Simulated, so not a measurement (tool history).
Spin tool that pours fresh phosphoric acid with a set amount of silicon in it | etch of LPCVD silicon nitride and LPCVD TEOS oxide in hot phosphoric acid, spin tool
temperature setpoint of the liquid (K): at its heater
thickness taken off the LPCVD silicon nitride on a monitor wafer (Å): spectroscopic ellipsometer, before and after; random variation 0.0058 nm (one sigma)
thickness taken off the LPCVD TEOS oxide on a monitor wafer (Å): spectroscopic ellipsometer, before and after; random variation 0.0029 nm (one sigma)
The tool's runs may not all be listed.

run	hour	temperature setpoint of the liquid (K)	silicon dissolved in the acid as it is poured (mg a litre)	time under the liquid (s)	thickness taken off the LPCVD silicon nitride on a monitor wafer (Å)	thickness taken off the LPCVD TEOS oxide on a monitor wafer (Å)
1	0.0	433.15	23.0	80	57.1650	2.50160
2	1.1	432.65	28.5	65	45.5050	1.89180
3	8.5	432.65	23.5	65	45.6920	2.36520
4	14.9	432.15	29.0	55	38.2520	1.48730
# hour 22.8: heated supply line repaired
5	22.8	431.65	33.0	45	32.2760	1.13910
6	24.5	431.15	36.5	40	28.3860	0.80701
7	31.0	430.65	39.0	35	24.3280	0.57694
8	38.5	429.65	50.0	15	9.9618	0.13214

The next listed run, before its measurement:
9	46.2	429.65	49.5	15	?	?

thickness taken off the LPCVD silicon nitride on a monitor wafer (Å): 9.9752
thickness taken off the LPCVD TEOS oxide on a monitor wafer (Å): 0.15644
